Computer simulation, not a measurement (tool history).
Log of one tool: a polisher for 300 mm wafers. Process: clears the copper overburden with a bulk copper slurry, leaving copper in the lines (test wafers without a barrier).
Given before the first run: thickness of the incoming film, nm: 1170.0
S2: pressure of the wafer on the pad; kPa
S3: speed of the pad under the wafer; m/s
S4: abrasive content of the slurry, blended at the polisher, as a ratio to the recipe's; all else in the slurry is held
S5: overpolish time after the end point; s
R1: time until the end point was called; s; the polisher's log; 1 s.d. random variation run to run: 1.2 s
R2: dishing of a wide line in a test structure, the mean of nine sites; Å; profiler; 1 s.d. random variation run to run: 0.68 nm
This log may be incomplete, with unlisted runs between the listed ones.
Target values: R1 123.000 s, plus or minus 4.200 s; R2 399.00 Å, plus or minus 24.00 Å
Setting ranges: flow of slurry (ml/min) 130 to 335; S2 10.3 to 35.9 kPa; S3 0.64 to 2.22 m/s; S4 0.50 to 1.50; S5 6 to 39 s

Run 1, hour 0.0: flow of slurry (ml/min) 215, S2 22.8 kPa, S3 1.42 m/s, S4 1.00, S5 20 s. Result: R1 95.391 s, R2 1203.80 Å.
Run 2, hour 5.5: flow of slurry (ml/min) 215, S2 20.7 kPa, S3 1.48 m/s, S4 1.00, S5 17 s. Result: R1 102.330 s, R2 1030.30 Å.
Run 3, hour 9.1: flow of slurry (ml/min) 240, S2 20.7 kPa, S3 1.48 m/s, S4 1.00, S5 17 s. Result: R1 98.438 s, R2 1050.80 Å.
Run 4, hour 15.9: flow of slurry (ml/min) 200, S2 20.7 kPa, S3 1.48 m/s, S4 1.00, S5 17 s. Result: R1 98.602 s, R2 1021.40 Å.
Run 5, hour 17.4: flow of slurry (ml/min) 185, S2 18.6 kPa, S3 1.54 m/s, S4 0.90, S5 15 s. Result: R1 106.730 s, R2 920.13 Å.
Run 6, hour 19.3: flow of slurry (ml/min) 175, S2 17.2 kPa, S3 1.56 m/s, S4 1.00, S5 13 s. Result: R1 110.390 s, R2 793.75 Å.
Run 7, hour 21.0: flow of slurry (ml/min) 165, S2 15.9 kPa, S3 1.58 m/s, S4 1.10, S5 12 s. Result: R1 116.350 s, R2 736.35 Å.
Run 8, hour 22.8: flow of slurry (ml/min) 160, S2 15.2 kPa, S3 1.62 m/s, S4 1.15, S5 11 s. Result: R1 118.510 s, R2 672.93 Å.
At hour 24.2: worn pad replaced by a new one.
Run 9, hour 24.2: flow of slurry (ml/min) 160, S2 15.2 kPa, S3 1.62 m/s, S4 1.15, S5 11 s. Result: R1 105.060 s, R2 728.66 Å.

Which single option among these 4 for the next run brings every result within its allowed miss of target? Just one does.
Run A, hour 25.6: flow of slurry (ml/min) 185, S2 18.6 kPa, S3 1.34 m/s, S4 0.90, S5 20 s. Result: R1 ?, R2 ?.
Run B, hour 25.6: flow of slurry (ml/min) 165, S2 22.8 kPa, S3 1.00 m/s, S4 1.25, S5 23 s. Result: R1 ?, R2 ?.
Run C, hour 25.6: flow of slurry (ml/min) 160, S2 14.5 kPa, S3 1.46 m/s, S4 1.25, S5 6 s. Result: R1 ?, R2 ?.
Run D, hour 25.6: flow of slurry (ml/min) 250, S2 13.8 kPa, S3 1.34 m/s, S4 1.10, S5 25 s. Result: R1 ?, R2 ?.

move       R1       R2
   A  110.280  1059.70
   B  120.130  1127.40
   C  119.290   405.14
   D  132.140  1031.30
A: lands further from the targets than the last run did
B: lands further from the targets than the last run did
C: every result within its allowed miss
D: lands further from the targets than the last run did
The move that meets every target is C.

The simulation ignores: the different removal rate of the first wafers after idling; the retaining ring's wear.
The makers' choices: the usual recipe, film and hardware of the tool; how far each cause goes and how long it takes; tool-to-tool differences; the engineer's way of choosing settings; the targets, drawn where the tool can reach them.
